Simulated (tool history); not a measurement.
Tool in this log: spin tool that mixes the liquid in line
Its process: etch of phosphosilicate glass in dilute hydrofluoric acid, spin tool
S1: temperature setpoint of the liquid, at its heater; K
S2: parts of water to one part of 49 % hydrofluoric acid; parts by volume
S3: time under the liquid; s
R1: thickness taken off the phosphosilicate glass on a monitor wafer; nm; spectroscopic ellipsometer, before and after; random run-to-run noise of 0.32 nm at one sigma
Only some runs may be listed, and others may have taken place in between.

run	day	S1	S2	S3	R1
1	0	294.15	180	45	17.723
2	0.2	296.15	150	45	23.964
3	0.333	297.65	130	45	30.047
4	0.446	297.65	130	50	33.133
5	0.646	297.65	70	50	66.484
6	0.821	297.65	35	50	138.3
7	1.146	298.65	55	50	89.37
8	1.379	299.65	65	50	77.788
9	1.671	299.65	135	50	34.446

Predict the results of run 10:
10	1.921	300.15	125	50	?

R1: 37.891 nm
